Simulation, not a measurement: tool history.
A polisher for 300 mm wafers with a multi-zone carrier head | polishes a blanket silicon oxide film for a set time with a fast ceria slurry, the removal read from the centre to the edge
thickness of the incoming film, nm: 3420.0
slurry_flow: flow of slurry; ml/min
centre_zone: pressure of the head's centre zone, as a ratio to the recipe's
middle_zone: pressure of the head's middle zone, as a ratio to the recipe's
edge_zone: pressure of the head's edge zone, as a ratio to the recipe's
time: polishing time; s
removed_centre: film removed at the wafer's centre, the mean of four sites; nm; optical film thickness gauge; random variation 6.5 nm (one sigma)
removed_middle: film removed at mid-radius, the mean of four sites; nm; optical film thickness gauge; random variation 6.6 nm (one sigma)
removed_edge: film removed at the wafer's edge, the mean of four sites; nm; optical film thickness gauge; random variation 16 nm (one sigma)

Run 1, hour 0: slurry_flow 190 ml/min, centre_zone 1, middle_zone 1, edge_zone 1, time 67 s. Result: removed_centre 1147.8 nm, removed_middle 1166.8 nm, removed_edge 1190 nm.
Run 2, hour 1: slurry_flow 180 ml/min, centre_zone 1, middle_zone 0.98, edge_zone 0.98, time 67 s. Result: removed_centre 1147 nm, removed_middle 1128 nm, removed_edge 1155.1 nm.
Run 3, hour 3.9: slurry_flow 205 ml/min, centre_zone 1, middle_zone 0.98, edge_zone 0.98, time 67 s. Result: removed_centre 1179.7 nm, removed_middle 1159.8 nm, removed_edge 1169.5 nm.
Run 4, hour 8.3: slurry_flow 190 ml/min, centre_zone 1, middle_zone 0.97, edge_zone 0.97, time 67 s. Result: removed_centre 1158.1 nm, removed_middle 1130.7 nm, removed_edge 1172.7 nm.
Run 5, hour 9.9: slurry_flow 190 ml/min, centre_zone 0.95, middle_zone 0.97, edge_zone 0.97, time 67 s. Result: removed_centre 1100.3 nm, removed_middle 1133.4 nm, removed_edge 1148.4 nm.
Run 6, hour 12.2: slurry_flow 190 ml/min, centre_zone 0.9, middle_zone 0.97, edge_zone 0.97, time 67 s. Result: removed_centre 1058.2 nm, removed_middle 1130.2 nm, removed_edge 1177.5 nm.
Run 7, hour 17.9: slurry_flow 185 ml/min, centre_zone 0.91, middle_zone 0.96, edge_zone 0.95, time 67 s. Result: removed_centre 1061.1 nm, removed_middle 1118.7 nm, removed_edge 1144.9 nm.
Run 8, hour 22.1: slurry_flow 185 ml/min, centre_zone 0.91, middle_zone 0.96, edge_zone 0.95, time 67 s. Result: removed_centre 1055.6 nm, removed_middle 1107.8 nm, removed_edge 1156.2 nm.
Run 9, hour 23.5: slurry_flow 180 ml/min, centre_zone 0.92, middle_zone 0.95, edge_zone 0.93, time 67 s. Result: removed_centre 1063.5 nm, removed_middle 1089.6 nm, removed_edge 1123.1 nm.
Run 10, hour 30.8: slurry_flow 175 ml/min, centre_zone 0.93, middle_zone 0.94, edge_zone 0.92, time 67 s. Result: removed_centre 1072.8 nm, removed_middle 1085 nm, removed_edge 1125.4 nm.

The next listed run, before its measurement:
Run 11, hour 35.3: slurry_flow 150 ml/min, centre_zone 0.96, middle_zone 0.89, edge_zone 0.85, time 65 s. Result: removed_centre ?, removed_middle ?, removed_edge ?.

{"run 11": {"removed_centre": 1033.6, "removed_middle": 979.08, "removed_edge": 1019.7}}
